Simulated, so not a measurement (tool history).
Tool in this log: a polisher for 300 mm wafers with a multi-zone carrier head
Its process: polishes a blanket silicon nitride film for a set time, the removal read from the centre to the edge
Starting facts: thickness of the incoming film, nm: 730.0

run	hour	flow of slurry (ml/min)	pressure of the head's centre zone	pressure of the head's middle zone	pressure of the head's edge zone	polishing time (s)	film removed at the wafer's centre (Å)	film removed at mid-radius (Å)	film removed at the wafer's edge (Å)
1	0	145	1	1	1	45	1175.6	1152.8	1145.8
2	4.7	155	1.01	0.98	1.05	46	1245.1	1169.9	1209.2
3	10.4	165	1.01	0.96	1.09	47	1258.6	1172.9	1272.1
4	16.5	140	1.01	0.96	1.09	47	1202.7	1154.5	1253.6
5	17.6	140	0.95	0.96	1.09	47	1169.6	1154.7	1246.8
6	20.3	140	0.95	1.01	1.09	47	1167.5	1221.4	1242.6

The next listed run, before its measurement:
7	28.7	150	0.98	0.99	1.11	48	?	?	?

Run 7 came out at film removed at the wafer's centre (Å) 1240, film removed at mid-radius (Å) 1236.8, film removed at the wafer's edge (Å) 1303.8.
